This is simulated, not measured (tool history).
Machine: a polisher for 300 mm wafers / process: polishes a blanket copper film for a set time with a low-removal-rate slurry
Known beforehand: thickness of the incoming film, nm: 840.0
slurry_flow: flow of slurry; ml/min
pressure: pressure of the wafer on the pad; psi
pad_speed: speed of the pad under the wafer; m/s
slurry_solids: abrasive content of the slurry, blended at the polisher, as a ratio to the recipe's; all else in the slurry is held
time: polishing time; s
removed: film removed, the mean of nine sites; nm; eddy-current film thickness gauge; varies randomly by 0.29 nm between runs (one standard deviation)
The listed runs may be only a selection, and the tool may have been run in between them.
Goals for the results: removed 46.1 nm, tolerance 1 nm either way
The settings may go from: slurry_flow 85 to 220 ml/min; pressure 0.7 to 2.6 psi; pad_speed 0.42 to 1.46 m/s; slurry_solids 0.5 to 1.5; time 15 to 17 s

run	hour	slurry_flow	pressure	pad_speed	slurry_solids	time	removed
1	0	140	1.6	0.94	1	17	29.207
2	7.8	140	1.6	0.94	1	15	25.312
3	11	155	1.8	0.94	1	15	28.235
4	17.9	140	1.8	0.94	1	15	27.64
5	18.9	155	2	0.98	1	15	31.571
6	24.1	155	2.2	1.02	1	15	35.157
7	24.9	160	2.3	1.04	1	15	37.319
8	26.7	170	2.6	1.1	1	15	44.014
9	28.9	170	2.6	1.12	1	15	44.758

Which of these 4 next moves meets every target?
A	31.1	165	2.5	1.2	1	15	?
B	31.1	200	2.6	1.1	0.9	15	?
C	31.1	195	2.6	1.12	0.75	16	?
D	31.1	165	2.5	1.12	1.05	17	?

move	removed
A	46.072
B	43.374
C	44.282
D	49.535
A: every result lands within tolerance
B: moves away from the targets compared with the last run
C: moves away from the targets compared with the last run
D: the result that was furthest off in the last run now lies on the other side of its target
A meets every target.
